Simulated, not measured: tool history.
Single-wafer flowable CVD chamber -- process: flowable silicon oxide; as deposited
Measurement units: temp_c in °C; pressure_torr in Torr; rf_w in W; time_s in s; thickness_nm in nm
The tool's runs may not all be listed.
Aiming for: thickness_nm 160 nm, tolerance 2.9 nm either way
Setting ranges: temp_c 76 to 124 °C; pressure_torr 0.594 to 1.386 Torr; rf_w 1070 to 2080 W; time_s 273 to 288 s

{"run": 1, "hour": 0.0, "temp_c": 100, "pressure_torr": 0.99, "rf_w": 1575, "time_s": 288, "thickness_nm": 212.84}
{"run": 2, "hour": 2.6, "temp_c": 100, "pressure_torr": 0.99, "rf_w": 1575, "time_s": 288, "thickness_nm": 209.09}
{"run": 3, "hour": 3.5, "temp_c": 103, "pressure_torr": 0.99, "rf_w": 1575, "time_s": 288, "thickness_nm": 187.88}
{"run": 4, "hour": 9.7, "temp_c": 103, "pressure_torr": 0.913, "rf_w": 1575, "time_s": 288, "thickness_nm": 176.61}
{"run": 5, "hour": 13.6, "temp_c": 112, "pressure_torr": 0.913, "rf_w": 1575, "time_s": 288, "thickness_nm": 126.5}
{"run": 6, "hour": 16.4, "temp_c": 110, "pressure_torr": 0.913, "rf_w": 1575, "time_s": 288, "thickness_nm": 136.21}
{"run": 7, "hour": 19.2, "temp_c": 109, "pressure_torr": 0.913, "rf_w": 1575, "time_s": 288, "thickness_nm": 140.97}
{"run": 8, "hour": 20.4, "temp_c": 104, "pressure_torr": 0.914, "rf_w": 1575, "time_s": 288, "thickness_nm": 171.42}
{"run": 9, "hour": 22.2, "temp_c": 105, "pressure_torr": 0.914, "rf_w": 1575, "time_s": 288, "thickness_nm": 163.4}

5 candidate next runs follow, results not yet known. Just one meets every target within its allowed miss. Identify it.
{"run": "A", "hour": 24.0, "temp_c": 109, "pressure_torr": 1.104, "rf_w": 1900, "time_s": 288, "thickness_nm": "?"}
{"run": "B", "hour": 24.0, "temp_c": 103, "pressure_torr": 0.888, "rf_w": 1565, "time_s": 288, "thickness_nm": "?"}
{"run": "C", "hour": 24.0, "temp_c": 102, "pressure_torr": 0.815, "rf_w": 1575, "time_s": 285, "thickness_nm": "?"}
{"run": "D", "hour": 24.0, "temp_c": 108, "pressure_torr": 1.108, "rf_w": 1550, "time_s": 285, "thickness_nm": "?"}
{"run": "E", "hour": 24.0, "temp_c": 108, "pressure_torr": 1.004, "rf_w": 1795, "time_s": 284, "thickness_nm": "?"}

move=A thickness_nm=170.92
move=B thickness_nm=172.85
move=C thickness_nm=167.6
move=D thickness_nm=166.46
move=E thickness_nm=160.71
A: the biggest miss grows against the last run
B: the biggest miss grows against the last run
C: the biggest miss grows against the last run
D: the biggest miss grows against the last run
E: all results land within tolerance of their targets
The right move is E.
